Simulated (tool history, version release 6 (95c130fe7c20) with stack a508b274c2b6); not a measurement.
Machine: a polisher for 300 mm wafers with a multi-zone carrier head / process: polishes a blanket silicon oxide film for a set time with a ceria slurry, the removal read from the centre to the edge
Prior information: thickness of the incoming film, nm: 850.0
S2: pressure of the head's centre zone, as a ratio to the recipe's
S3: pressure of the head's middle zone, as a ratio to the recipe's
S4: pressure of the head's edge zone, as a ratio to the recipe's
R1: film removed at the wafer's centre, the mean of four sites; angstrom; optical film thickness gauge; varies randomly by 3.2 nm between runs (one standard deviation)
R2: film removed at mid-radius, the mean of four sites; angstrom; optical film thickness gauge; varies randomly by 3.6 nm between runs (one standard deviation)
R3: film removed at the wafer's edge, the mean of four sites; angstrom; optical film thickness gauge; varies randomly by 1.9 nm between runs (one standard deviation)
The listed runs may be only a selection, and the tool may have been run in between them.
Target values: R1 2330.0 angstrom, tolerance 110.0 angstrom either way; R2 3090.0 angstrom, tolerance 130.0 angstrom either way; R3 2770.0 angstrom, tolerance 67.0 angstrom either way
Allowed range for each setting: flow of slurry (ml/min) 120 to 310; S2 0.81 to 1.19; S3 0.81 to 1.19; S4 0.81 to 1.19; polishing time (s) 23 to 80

Run 1, hour 0.0: flow of slurry (ml/min) 200, S2 1.00, S3 1.00, S4 1.00, polishing time (s) 51. Result: R1 2423.4 angstrom, R2 2370.5 angstrom, R3 2500.7 angstrom.
Run 2, hour 5.3: flow of slurry (ml/min) 205, S2 0.99, S3 1.02, S4 1.01, polishing time (s) 51. Result: R1 2365.5 angstrom, R2 2497.6 angstrom, R3 2510.7 angstrom.
Run 3, hour 7.1: flow of slurry (ml/min) 210, S2 0.99, S3 1.03, S4 1.02, polishing time (s) 51. Result: R1 2396.8 angstrom, R2 2517.2 angstrom, R3 2501.2 angstrom.
Run 4, hour 15.7: flow of slurry (ml/min) 210, S2 0.99, S3 1.03, S4 1.02, polishing time (s) 41. Result: R1 1895.9 angstrom, R2 1999.4 angstrom, R3 2016.6 angstrom.
Run 5, hour 23.2: flow of slurry (ml/min) 210, S2 1.04, S3 1.03, S4 1.02, polishing time (s) 41. Result: R1 2019.8 angstrom, R2 2037.0 angstrom, R3 2043.1 angstrom.
Run 6, hour 25.6: flow of slurry (ml/min) 210, S2 1.11, S3 1.03, S4 1.02, polishing time (s) 41. Result: R1 2176.3 angstrom, R2 1994.3 angstrom, R3 2024.4 angstrom.
Run 7, hour 27.2: flow of slurry (ml/min) 215, S2 1.09, S3 1.05, S4 1.04, polishing time (s) 42. Result: R1 2173.0 angstrom, R2 2127.7 angstrom, R3 2131.4 angstrom.
Run 8, hour 33.1: flow of slurry (ml/min) 220, S2 1.08, S3 1.07, S4 1.06, polishing time (s) 43. Result: R1 2225.0 angstrom, R2 2204.0 angstrom, R3 2165.4 angstrom.
Run 9, hour 41.1: flow of slurry (ml/min) 200, S2 0.98, S3 1.17, S4 1.12, polishing time (s) 57. Result: R1 2636.5 angstrom, R2 3105.6 angstrom, R3 2897.6 angstrom.
Run 10, hour 41.8: flow of slurry (ml/min) 195, S2 0.97, S3 1.17, S4 1.11, polishing time (s) 57. Result: R1 2665.3 angstrom, R2 3078.1 angstrom, R3 2878.9 angstrom.
Run 11, hour 47.0: flow of slurry (ml/min) 195, S2 0.95, S3 1.17, S4 1.10, polishing time (s) 57. Result: R1 2511.5 angstrom, R2 3076.5 angstrom, R3 2896.7 angstrom.
Run 12, hour 55.8: flow of slurry (ml/min) 195, S2 0.95, S3 1.17, S4 1.09, polishing time (s) 57. Result: R1 2512.3 angstrom, R2 3100.0 angstrom, R3 2867.0 angstrom.

Exactly one of the 4 candidate moves below puts every result within its allowed miss. Which one?
Run A, hour 64.6: flow of slurry (ml/min) 195, S2 0.90, S3 1.19, S4 1.07, polishing time (s) 56. Result: R1 ?, R2 ?, R3 ?.
Run B, hour 64.6: flow of slurry (ml/min) 180, S2 1.04, S3 1.16, S4 0.96, polishing time (s) 60. Result: R1 ?, R2 ?, R3 ?.
Run C, hour 64.6: flow of slurry (ml/min) 140, S2 0.84, S3 1.10, S4 0.95, polishing time (s) 66. Result: R1 ?, R2 ?, R3 ?.
Run D, hour 64.6: flow of slurry (ml/min) 160, S2 0.86, S3 1.14, S4 1.16, polishing time (s) 60. Result: R1 ?, R2 ?, R3 ?.

move      R1      R2      R3
   A  2326.9  3061.7  2801.1
   B  2839.5  3163.1  2849.6
   C  2371.5  3156.7  3008.0
   D  2284.8  3048.2  3022.5
A: meets every target
B: moves away from the targets compared with the last run
C: corrects the largest miss of the last run, while another result sits out of spec
D: corrects the largest miss of the last run, while another result sits out of spec
Correct choice: A, which meets every target

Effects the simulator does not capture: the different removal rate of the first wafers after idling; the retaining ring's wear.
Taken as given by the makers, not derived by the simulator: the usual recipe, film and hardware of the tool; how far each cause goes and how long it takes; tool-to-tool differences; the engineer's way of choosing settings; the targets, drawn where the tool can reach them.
